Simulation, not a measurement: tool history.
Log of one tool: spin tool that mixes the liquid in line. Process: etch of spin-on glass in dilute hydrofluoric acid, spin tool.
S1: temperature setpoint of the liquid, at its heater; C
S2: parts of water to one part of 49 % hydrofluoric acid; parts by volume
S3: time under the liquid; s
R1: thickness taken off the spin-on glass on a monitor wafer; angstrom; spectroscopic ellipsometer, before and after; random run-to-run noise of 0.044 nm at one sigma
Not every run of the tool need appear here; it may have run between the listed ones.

Run 1, hour 0: S1 20 C, S2 200 parts by volume, S3 65 s. Result: R1 77.551 angstrom.
Run 2, hour 5.1: S1 18 C, S2 200 parts by volume, S3 65 s. Result: R1 71.845 angstrom.
Run 3, hour 13.1: S1 18 C, S2 155 parts by volume, S3 65 s. Result: R1 96.485 angstrom.
Run 4, hour 18.2: S1 17 C, S2 155 parts by volume, S3 65 s. Result: R1 93.182 angstrom.
Run 5, hour 25.8: S1 19.5 C, S2 155 parts by volume, S3 65 s. Result: R1 103.86 angstrom.
Run 6, hour 31.3: S1 18.5 C, S2 180 parts by volume, S3 65 s. Result: R1 82.915 angstrom.
Run 7, hour 35.8: S1 18 C, S2 200 parts by volume, S3 65 s. Result: R1 72.589 angstrom.
Run 8, hour 40.8: S1 17 C, S2 250 parts by volume, S3 65 s. Result: R1 53.042 angstrom.

Run 9 comes next. What will it give?
Run 9, hour 43.7: S1 17 C, S2 250 parts by volume, S3 65 s. Result: R1 ?.

For run 9 the tool returned R1 52.909 angstrom.
